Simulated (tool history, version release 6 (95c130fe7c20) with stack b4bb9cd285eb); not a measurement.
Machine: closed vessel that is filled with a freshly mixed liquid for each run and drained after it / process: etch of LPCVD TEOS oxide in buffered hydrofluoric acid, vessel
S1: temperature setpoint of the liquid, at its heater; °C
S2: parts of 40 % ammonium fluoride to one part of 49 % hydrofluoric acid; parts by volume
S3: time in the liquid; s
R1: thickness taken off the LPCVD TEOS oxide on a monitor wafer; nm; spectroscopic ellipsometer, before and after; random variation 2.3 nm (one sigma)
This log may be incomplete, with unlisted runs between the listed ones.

run	hour	S1	S2	S3	R1
1	0.0	23.0	9.0	95	346.58
2	8.1	23.0	9.0	105	383.76
3	11.9	23.0	11.5	105	309.09
4	16.0	23.0	9.0	105	385.87
5	19.7	23.0	9.0	105	385.47
6	28.6	21.0	9.0	105	344.33

What does the tool deliver on the next run?
7	32.1	23.5	9.0	105	?

{"run 7": {"R1": 393.87}}
